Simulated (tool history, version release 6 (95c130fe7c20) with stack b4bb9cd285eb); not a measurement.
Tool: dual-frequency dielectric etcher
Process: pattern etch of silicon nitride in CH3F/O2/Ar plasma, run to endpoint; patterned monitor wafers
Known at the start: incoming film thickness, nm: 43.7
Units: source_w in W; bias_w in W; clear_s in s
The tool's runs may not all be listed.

run	hour	source_w	bias_w	clear_s
1	0.0	530	53	68.068
2	6.0	530	57	65.854
3	7.7	540	57	65.035
4	12.9	580	57	62.947
5	18.2	590	57	62.508
6	19.7	600	57	61.932

Forecast run 7:
7	27.5	620	57	?

clear_s: 61.368 s

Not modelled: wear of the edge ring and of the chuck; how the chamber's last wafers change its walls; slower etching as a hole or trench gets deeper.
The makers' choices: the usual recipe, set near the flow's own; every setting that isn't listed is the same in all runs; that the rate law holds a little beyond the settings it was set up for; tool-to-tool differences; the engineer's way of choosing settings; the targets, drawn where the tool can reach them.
